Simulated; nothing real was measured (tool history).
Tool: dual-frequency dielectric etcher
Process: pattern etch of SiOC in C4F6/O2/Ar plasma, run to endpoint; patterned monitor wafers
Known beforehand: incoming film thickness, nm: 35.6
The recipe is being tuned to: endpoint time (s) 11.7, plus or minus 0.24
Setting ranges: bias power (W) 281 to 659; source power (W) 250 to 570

run  hour  bias power (W)  source power (W)  endpoint time (s)
  1     0             470               410             12.677
  2   2.2             470               380              13.22
  3     4             508               390             12.733
  4   8.9             537               400             12.329
  5  11.9             537               370             12.582
  6  16.8             537               320             13.425
  7  19.8             569               340             12.813
  8  28.7             592               350             12.594
  9  36.5             608               360             12.348
 10  45.1             620               370             12.024
 11  49.7             629               370             12.005

Which one of the following 5 next-run settings gets every result inside its allowed miss? There is exactly one.
  A  54.3             632               390                  ?
  B  54.3             647               420                  ?
  C  54.3             655               420                  ?
  D  54.3             659               440                  ?
  E  54.3             659               430                  ?

move  endpoint time (s)
   A             11.701
   B             11.268
   C             11.219
   D              10.99
   E             11.091
A: meets every target
B: takes the result that was furthest off past its target
C: takes the result that was furthest off past its target
D: takes the result that was furthest off past its target
E: takes the result that was furthest off past its target
A meets every target.
